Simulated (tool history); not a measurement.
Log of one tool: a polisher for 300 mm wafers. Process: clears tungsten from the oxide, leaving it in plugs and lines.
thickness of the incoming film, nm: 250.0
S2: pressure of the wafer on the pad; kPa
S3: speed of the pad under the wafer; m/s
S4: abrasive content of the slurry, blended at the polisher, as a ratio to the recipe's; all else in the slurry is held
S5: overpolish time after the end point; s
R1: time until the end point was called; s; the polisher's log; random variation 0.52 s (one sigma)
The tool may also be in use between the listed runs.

{"run": 1, "hour": 0.0, "flow of slurry (ml/min)": 220, "S2": 24.1, "S3": 1.28, "S4": 1, "S5": 37, "R1": 42.387}
{"run": 2, "hour": 3.7, "flow of slurry (ml/min)": 220, "S2": 26.2, "S3": 1.3, "S4": 1, "S5": 37, "R1": 36.793}
{"run": 3, "hour": 6.9, "flow of slurry (ml/min)": 220, "S2": 26.2, "S3": 1.3, "S4": 1, "S5": 37, "R1": 37.331}
{"run": 4, "hour": 11.5, "flow of slurry (ml/min)": 220, "S2": 26.2, "S3": 1.14, "S4": 1, "S5": 37, "R1": 39.657}
{"run": 5, "hour": 19.4, "flow of slurry (ml/min)": 220, "S2": 27.6, "S3": 1.16, "S4": 1, "S5": 37, "R1": 37.226}
{"run": 6, "hour": 24.0, "flow of slurry (ml/min)": 220, "S2": 29, "S3": 1.18, "S4": 1, "S5": 37, "R1": 35.746}
{"run": 7, "hour": 30.1, "flow of slurry (ml/min)": 220, "S2": 30.3, "S3": 1.2, "S4": 1, "S5": 37, "R1": 35.119}

Run 8 comes next. What will it give?
{"run": 8, "hour": 32.4, "flow of slurry (ml/min)": 220, "S2": 31.7, "S3": 1.24, "S4": 1, "S5": 37, "R1": "?"}

Run 8 gave R1 31.019 s.

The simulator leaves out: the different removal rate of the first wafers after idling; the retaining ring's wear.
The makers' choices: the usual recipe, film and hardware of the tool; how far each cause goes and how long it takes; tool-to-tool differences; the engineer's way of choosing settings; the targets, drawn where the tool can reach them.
